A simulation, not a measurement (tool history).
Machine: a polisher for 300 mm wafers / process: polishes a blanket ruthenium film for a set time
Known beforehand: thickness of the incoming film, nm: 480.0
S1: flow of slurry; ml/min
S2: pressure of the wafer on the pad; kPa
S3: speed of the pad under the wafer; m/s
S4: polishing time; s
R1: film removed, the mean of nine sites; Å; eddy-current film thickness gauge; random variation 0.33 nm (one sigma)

run	hour	S1	S2	S3	S4	R1
1	0.0	210	13.8	1.26	65	860.44
2	2.9	210	13.8	1.26	68	894.31
3	10.9	205	12.4	1.24	68	798.83
4	12.6	200	11.0	1.22	68	706.78
5	13.6	200	11.0	1.22	65	664.16
6	20.3	200	9.7	1.22	65	585.25
7	21.8	200	9.0	1.22	65	547.09
8	23.3	200	8.3	1.22	65	508.33
9	24.7	200	7.6	1.22	65	472.11
10	28.0	200	6.9	1.22	65	432.60
11	34.2	200	6.9	1.22	65	426.04

Run 12 has not been measured yet. What should we expect?
12	40.3	200	7.6	1.22	65	?

{"run 12": {"R1": 470.31}}

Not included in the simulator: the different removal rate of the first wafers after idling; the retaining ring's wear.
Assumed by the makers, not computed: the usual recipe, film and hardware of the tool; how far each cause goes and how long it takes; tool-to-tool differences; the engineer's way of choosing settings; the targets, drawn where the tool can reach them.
